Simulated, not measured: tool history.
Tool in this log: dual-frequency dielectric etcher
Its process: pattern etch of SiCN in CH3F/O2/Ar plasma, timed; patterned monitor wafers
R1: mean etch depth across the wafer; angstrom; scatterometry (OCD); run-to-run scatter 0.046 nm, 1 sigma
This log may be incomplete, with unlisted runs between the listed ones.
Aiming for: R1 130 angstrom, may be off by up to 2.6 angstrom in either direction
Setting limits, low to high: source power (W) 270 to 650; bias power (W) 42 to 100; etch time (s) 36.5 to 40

{"run": 1, "hour": 0.0, "source power (W)": 460, "bias power (W)": 71, "etch time (s)": 40, "R1": 178.29}
{"run": 2, "hour": 4.2, "source power (W)": 510, "bias power (W)": 71, "etch time (s)": 40, "R1": 186.89}
{"run": 3, "hour": 12.8, "source power (W)": 490, "bias power (W)": 68, "etch time (s)": 40, "R1": 179.48}
{"run": 4, "hour": 16.7, "source power (W)": 490, "bias power (W)": 68, "etch time (s)": 36.5, "R1": 163.41}
{"run": 5, "hour": 23.0, "source power (W)": 470, "bias power (W)": 67, "etch time (s)": 36.5, "R1": 159.29}
{"run": 6, "hour": 25.1, "source power (W)": 470, "bias power (W)": 78, "etch time (s)": 36.5, "R1": 168.69}
{"run": 7, "hour": 28.2, "source power (W)": 470, "bias power (W)": 78, "etch time (s)": 36.5, "R1": 167.62}
{"run": 8, "hour": 34.2, "source power (W)": 450, "bias power (W)": 76, "etch time (s)": 36.5, "R1": 163.22}
{"run": 9, "hour": 41.1, "source power (W)": 430, "bias power (W)": 75, "etch time (s)": 36.5, "R1": 160.52}
{"run": 10, "hour": 47.4, "source power (W)": 410, "bias power (W)": 73, "etch time (s)": 36.5, "R1": 153.92}
{"run": 11, "hour": 54.9, "source power (W)": 400, "bias power (W)": 73, "etch time (s)": 36.5, "R1": 153.65}
{"run": 12, "hour": 56.9, "source power (W)": 300, "bias power (W)": 59, "etch time (s)": 36.5, "R1": 123.82}

5 next moves are on the table. One of them brings every result within its allowed miss. Which?
{"run": "A", "hour": 58.9, "source power (W)": 320, "bias power (W)": 54, "etch time (s)": 38, "R1": "?"}
{"run": "B", "hour": 58.9, "source power (W)": 360, "bias power (W)": 57, "etch time (s)": 36.5, "R1": "?"}
{"run": "C", "hour": 58.9, "source power (W)": 350, "bias power (W)": 62, "etch time (s)": 37, "R1": "?"}
{"run": "D", "hour": 58.9, "source power (W)": 360, "bias power (W)": 56, "etch time (s)": 37.5, "R1": "?"}
{"run": "E", "hour": 58.9, "source power (W)": 310, "bias power (W)": 50, "etch time (s)": 38, "R1": "?"}

move=A R1=129.64
move=B R1=134.4
move=C R1=137.99
move=D R1=137.32
move=E R1=124.52
A: every result lands within tolerance
B: pushes the last run's worst result past its target
C: pushes the last run's worst result past its target
D: pushes the last run's worst result past its target
E: nearer the targets than the last run, but a result is still out of spec
So the answer is move A, the one that meets all the targets.

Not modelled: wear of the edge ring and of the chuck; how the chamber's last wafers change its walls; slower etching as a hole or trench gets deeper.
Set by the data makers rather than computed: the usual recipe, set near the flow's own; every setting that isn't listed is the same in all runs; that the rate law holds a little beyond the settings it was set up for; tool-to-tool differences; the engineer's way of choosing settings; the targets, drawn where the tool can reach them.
